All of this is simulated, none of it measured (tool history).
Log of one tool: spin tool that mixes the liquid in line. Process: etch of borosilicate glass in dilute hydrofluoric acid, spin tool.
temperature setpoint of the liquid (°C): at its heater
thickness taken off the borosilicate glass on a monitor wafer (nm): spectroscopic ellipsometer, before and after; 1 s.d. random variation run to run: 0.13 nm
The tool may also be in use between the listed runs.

run	day	temperature setpoint of the liquid (°C)	parts of water to one part of 49 % hydrofluoric acid (parts by volume)	time under the liquid (s)	thickness taken off the borosilicate glass on a monitor wafer (nm)
1	0.000	22.0	265	270	41.676
2	0.133	21.5	270	270	40.206
3	0.362	21.0	275	270	38.355
4	0.538	20.5	280	270	37.182
5	0.867	23.0	280	270	40.383
6	1.046	22.5	285	270	38.820
7	1.392	22.0	290	270	37.451

For run 8, what comes out?
# day 1.442: thermometer replaced
8	1.442	18.0	315	270	?

thickness taken off the borosilicate glass on a monitor wafer (nm): 27.721
